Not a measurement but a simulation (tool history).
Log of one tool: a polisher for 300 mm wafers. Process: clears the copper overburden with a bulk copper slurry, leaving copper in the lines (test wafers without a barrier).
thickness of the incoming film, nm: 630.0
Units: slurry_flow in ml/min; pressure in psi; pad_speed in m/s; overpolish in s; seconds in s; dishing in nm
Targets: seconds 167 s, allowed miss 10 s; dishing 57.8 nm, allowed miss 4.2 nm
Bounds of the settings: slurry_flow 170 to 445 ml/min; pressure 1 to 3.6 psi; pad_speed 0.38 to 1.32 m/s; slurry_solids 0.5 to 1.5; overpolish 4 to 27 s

run	hour	slurry_flow	pressure	pad_speed	slurry_solids	overpolish	seconds	dishing
1	0	285	2.3	0.84	1	14	134.32	49.04
2	8.9	285	2.3	0.98	1	14	117.95	54.514
3	11	285	2.1	0.98	1	16	128.58	56.271
4	13.8	285	1.6	0.98	1	16	163.98	45.096
5	22.1	285	1.2	0.98	1	16	213.88	35.764
6	28.9	285	1.3	0.98	1	17	204.04	38.66
7	30.5	285	1.8	1	1	23	143.94	63.241
8	32.6	285	1.7	1	1	23	158.85	62.318

4 next moves are on the table. One of them brings every result within its allowed miss. Which?
A	34.7	350	1.6	0.96	1.1	22	?	?
B	34.7	195	1.5	1.2	1.1	23	?	?
C	34.7	235	2.2	0.84	1	19	?	?
D	34.7	285	1.8	0.96	0.95	26	?	?

move	seconds	dishing
A	157.91	58.836
B	146.36	63.296
C	139.95	59.737
D	149.06	69.411
A: meets every target
B: further off than the last run
C: brings the result that was furthest off to its target, and leaves another outside
D: further off than the last run
Move A is the one to make.
